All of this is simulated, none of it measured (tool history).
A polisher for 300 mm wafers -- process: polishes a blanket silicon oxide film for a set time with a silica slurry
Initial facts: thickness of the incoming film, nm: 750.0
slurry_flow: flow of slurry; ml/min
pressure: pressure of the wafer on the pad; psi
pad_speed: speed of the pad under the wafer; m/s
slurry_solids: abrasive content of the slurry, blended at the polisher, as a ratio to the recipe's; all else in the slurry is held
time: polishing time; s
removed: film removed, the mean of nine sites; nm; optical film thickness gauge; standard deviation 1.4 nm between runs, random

{"run": 1, "hour": 0.0, "slurry_flow": 310, "pressure": 4.7, "pad_speed": 1.44, "slurry_solids": 1.0, "time": 73, "removed": 327.88}
{"run": 2, "hour": 3.6, "slurry_flow": 310, "pressure": 4.7, "pad_speed": 1.16, "slurry_solids": 1.0, "time": 73, "removed": 285.19}
{"run": 3, "hour": 5.0, "slurry_flow": 255, "pressure": 4.7, "pad_speed": 1.16, "slurry_solids": 1.0, "time": 73, "removed": 279.31}
{"run": 4, "hour": 7.4, "slurry_flow": 255, "pressure": 4.4, "pad_speed": 1.16, "slurry_solids": 1.0, "time": 73, "removed": 260.84}
{"run": 5, "hour": 11.1, "slurry_flow": 255, "pressure": 4.4, "pad_speed": 1.16, "slurry_solids": 0.85, "time": 73, "removed": 234.44}
{"run": 6, "hour": 13.2, "slurry_flow": 255, "pressure": 4.2, "pad_speed": 1.16, "slurry_solids": 0.85, "time": 73, "removed": 227.52}
{"run": 7, "hour": 21.1, "slurry_flow": 255, "pressure": 4.0, "pad_speed": 1.16, "slurry_solids": 0.85, "time": 73, "removed": 212.7}
{"run": 8, "hour": 26.6, "slurry_flow": 255, "pressure": 3.9, "pad_speed": 1.16, "slurry_solids": 0.85, "time": 73, "removed": 213.94}
{"run": 9, "hour": 30.3, "slurry_flow": 255, "pressure": 3.8, "pad_speed": 1.16, "slurry_solids": 0.85, "time": 73, "removed": 203.55}
{"run": 10, "hour": 36.6, "slurry_flow": 255, "pressure": 3.7, "pad_speed": 1.16, "slurry_solids": 0.85, "time": 73, "removed": 201.07}

The next listed run, before its measurement:
{"run": 11, "hour": 40.1, "slurry_flow": 255, "pressure": 3.6, "pad_speed": 1.16, "slurry_solids": 0.85, "time": 73, "removed": "?"}

removed: 195.99 nm

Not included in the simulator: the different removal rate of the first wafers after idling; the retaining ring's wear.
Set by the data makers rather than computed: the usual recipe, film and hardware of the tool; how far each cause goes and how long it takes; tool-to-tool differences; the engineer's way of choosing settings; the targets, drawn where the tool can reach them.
